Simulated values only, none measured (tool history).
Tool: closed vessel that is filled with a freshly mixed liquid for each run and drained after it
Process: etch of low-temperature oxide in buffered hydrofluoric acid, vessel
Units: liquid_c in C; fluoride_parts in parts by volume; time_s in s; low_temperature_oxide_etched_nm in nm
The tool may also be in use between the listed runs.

run  hour  liquid_c  fluoride_parts  time_s  low_temperature_oxide_etched_nm
  1   0.0      22.0            13.5      95                           261.66
  2   2.4      22.0            12.0      95                           291.06
  3   5.7      20.5            13.0      95                           248.84
  4   6.4      20.5            15.0      95                           215.09
  5  11.3      20.5            13.5      95                           237.35
  6  19.4      19.5            14.0      95                           216.91

Run 7 comes next. What will it give?
  7  25.0      18.5            14.5      95                                ?

{"run 7": {"low_temperature_oxide_etched_nm": 198.42}}
